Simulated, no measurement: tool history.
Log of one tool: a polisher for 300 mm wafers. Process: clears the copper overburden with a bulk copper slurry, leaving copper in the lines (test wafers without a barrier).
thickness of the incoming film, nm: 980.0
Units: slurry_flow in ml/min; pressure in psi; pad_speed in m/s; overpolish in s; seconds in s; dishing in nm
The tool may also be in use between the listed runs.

run	hour	slurry_flow	pressure	pad_speed	slurry_solids	overpolish	seconds	dishing
1	0.0	285	3.2	1.00	1.0	13	79.974	85.726
2	4.4	285	3.2	1.22	1.0	13	66.980	96.351
3	10.3	285	2.9	1.22	1.0	12	73.206	85.443
4	18.9	285	2.6	1.22	1.0	12	81.397	77.806
5	20.6	285	2.2	1.22	1.0	12	95.890	66.694
6	21.7	315	2.2	1.22	1.0	12	96.042	69.178
7	28.8	310	2.2	1.22	1.0	11	92.542	63.647
8	36.5	310	2.2	1.22	1.0	10	94.660	58.704

Run 9 comes next. What will it give?
9	44.3	310	2.2	1.22	1.0	9	?	?

{"run 9": {"seconds": 94.669, "dishing": 56.818}}
